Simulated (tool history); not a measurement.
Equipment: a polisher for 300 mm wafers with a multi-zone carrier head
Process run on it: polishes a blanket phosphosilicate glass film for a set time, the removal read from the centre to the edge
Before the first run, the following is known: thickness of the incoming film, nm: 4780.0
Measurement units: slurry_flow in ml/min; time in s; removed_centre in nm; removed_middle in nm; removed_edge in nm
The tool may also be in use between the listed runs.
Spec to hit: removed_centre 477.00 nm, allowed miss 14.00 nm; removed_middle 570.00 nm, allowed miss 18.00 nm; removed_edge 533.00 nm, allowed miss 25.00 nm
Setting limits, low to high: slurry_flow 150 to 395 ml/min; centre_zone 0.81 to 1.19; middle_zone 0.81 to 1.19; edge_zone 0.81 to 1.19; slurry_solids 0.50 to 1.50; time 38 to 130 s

run	hour	slurry_flow	centre_zone	middle_zone	edge_zone	slurry_solids	time	removed_centre	removed_middle	removed_edge
1	0.0	250	1.00	1.00	1.00	1.00	84	927.14	968.65	932.46
2	6.8	250	1.00	1.00	1.00	1.00	100	1119.90	1153.10	1083.10
3	9.2	245	0.97	0.99	0.97	0.90	93	940.40	1000.40	958.82
4	13.6	245	0.97	0.99	0.97	0.90	103	1055.70	1126.90	1036.50
5	22.4	270	0.97	0.99	0.97	0.90	103	1081.20	1126.80	1082.60
6	30.2	250	0.95	0.98	0.95	0.80	96	908.18	989.07	925.73
7	31.2	235	0.93	0.96	0.93	0.75	91	808.30	883.56	833.30
8	37.9	225	0.91	0.95	0.91	0.70	87	740.09	789.57	755.71
9	44.9	220	0.89	0.96	0.91	0.65	83	641.28	731.56	702.96
10	47.3	235	0.87	0.95	0.81	0.50	67	448.35	507.01	447.17
11	56.2	235	0.87	0.96	0.84	0.50	67	443.88	503.79	471.31
12	56.7	305	0.90	1.06	0.90	0.55	67	510.39	601.63	506.74
13	60.4	235	0.85	1.01	1.00	0.60	67	481.89	593.04	563.46
14	67.7	235	0.85	1.01	0.99	0.60	67	484.99	592.52	566.69
15	73.3	235	0.85	1.01	0.98	0.60	67	481.72	587.76	544.89
16	78.5	235	0.85	1.01	0.97	0.60	67	484.55	592.16	555.13
17	86.0	235	0.85	1.01	0.97	0.60	67	486.17	589.58	560.04
18	87.2	235	0.85	1.01	0.96	0.60	67	482.38	588.62	555.94
19	90.6	235	0.85	1.01	0.95	0.60	67	480.96	603.02	531.10

Of the 4 settings listed for the next run, only one would bring every result within its allowed miss of target. Which one?
A	94.0	230	0.89	1.04	0.98	0.50	71	?	?	?
B	94.0	230	0.85	1.07	0.87	0.65	66	?	?	?
C	94.0	240	0.85	1.11	0.93	0.50	75	?	?	?
D	94.0	220	0.81	1.07	1.00	0.55	73	?	?	?

move	removed_centre	removed_middle	removed_edge
A	475.68	583.76	534.86
B	492.03	648.08	547.99
C	483.07	655.91	553.10
D	467.74	647.29	585.04
A: in spec on every target
B: the biggest miss grows against the last run
C: the biggest miss grows against the last run
D: the biggest miss grows against the last run
The right move is A.
